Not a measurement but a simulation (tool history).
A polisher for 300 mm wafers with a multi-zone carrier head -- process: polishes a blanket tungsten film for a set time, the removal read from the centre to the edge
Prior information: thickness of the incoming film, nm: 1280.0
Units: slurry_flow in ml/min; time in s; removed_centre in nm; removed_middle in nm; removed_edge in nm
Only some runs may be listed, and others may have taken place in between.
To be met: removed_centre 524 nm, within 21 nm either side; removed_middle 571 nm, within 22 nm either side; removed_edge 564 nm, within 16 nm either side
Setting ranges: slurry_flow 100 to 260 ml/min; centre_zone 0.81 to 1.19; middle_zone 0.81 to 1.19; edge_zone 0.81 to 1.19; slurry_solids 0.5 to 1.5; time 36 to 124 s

| run | hour | slurry_flow | centre_zone | middle_zone | edge_zone | slurry_solids | time | removed_centre | removed_middle | removed_edge |
|---|---|---|---|---|---|---|---|---|---|---|
| 1 | 0 | 165 | 1 | 1 | 1 | 1 | 79 | 428.75 | 413.67 | 422.5 |
| 2 | 7.3 | 165 | 1 | 1 | 0.95 | 1 | 79 | 410.12 | 411.01 | 408.28 |
| 3 | 14.1 | 170 | 0.99 | 1.01 | 0.97 | 1.05 | 80 | 428.77 | 434.31 | 425.74 |
| 4 | 15.8 | 175 | 0.98 | 1.01 | 0.99 | 1.1 | 81 | 421.94 | 438.59 | 434.97 |
| 5 | 22.7 | 175 | 0.98 | 1.02 | 1.01 | 1.15 | 82 | 441.63 | 452.13 | 454.87 |
| 6 | 29.5 | 180 | 0.98 | 1.04 | 1.03 | 1.2 | 82 | 448.03 | 472.96 | 463.29 |
| 7 | 32.1 | 180 | 0.98 | 1.05 | 1.05 | 1.25 | 83 | 451.78 | 474.02 | 477.92 |
| 8 | 36.3 | 185 | 0.98 | 1.06 | 1.06 | 1.3 | 83 | 467.13 | 495.33 | 493.3 |
| 9 | 41.8 | 190 | 0.98 | 1.07 | 1.07 | 1.3 | 83 | 463.61 | 502.63 | 484.83 |
| 10 | 48.8 | 190 | 0.98 | 1.07 | 1.08 | 1.35 | 84 | 475.17 | 502.34 | 497.05 |
| 11 | 50.9 | 190 | 0.98 | 1.07 | 1.09 | 1.35 | 85 | 475.38 | 518.14 | 514.12 |
| 12 | 54.8 | 195 | 0.98 | 1.07 | 1.1 | 1.35 | 85 | 493.29 | 511.35 | 513.05 |
| 13 | 55.5 | 195 | 0.98 | 1.08 | 1.11 | 1.35 | 85 | 484.02 | 514.8 | 515.44 |
| 14 | 60.7 | 200 | 0.98 | 1.08 | 1.12 | 1.35 | 85 | 481.48 | 518.46 | 525.7 |
| 15 | 61.9 | 245 | 1.02 | 1.13 | 1.15 | 1.4 | 85 | 521.14 | 557.95 | 545.67 |

Consider the 5 candidate settings below. Which is the only one whose results all fall within their allowed miss of target?
| A | 63.1 | 260 | 1.03 | 1.03 | 1.17 | 1.3 | 87 | ? | ? | ? |
| B | 63.1 | 245 | 1 | 1.13 | 1.17 | 1.35 | 88 | ? | ? | ? |
| C | 63.1 | 235 | 1.01 | 1.13 | 1.13 | 1.4 | 83 | ? | ? | ? |
| D | 63.1 | 260 | 1.04 | 1.19 | 1.06 | 1.45 | 81 | ? | ? | ? |
| E | 63.1 | 240 | 1.04 | 1.19 | 1.15 | 1.35 | 86 | ? | ? | ? |

| move | removed_centre | removed_middle | removed_edge |
|---|---|---|---|
| A | 541.18 | 525.36 | 557.18 |
| B | 532.14 | 576.14 | 564.64 |
| C | 508.24 | 545.09 | 525.32 |
| D | 521.61 | 566.94 | 504.12 |
| E | 539.81 | 587.25 | 545.48 |
A: the furthest-off result lands on target, but another misses its tolerance
B: every result within its allowed miss
C: misses by more than the last run did
D: misses by more than the last run did
E: roughly where the last run was
So the answer is move B, the one that meets all the targets.
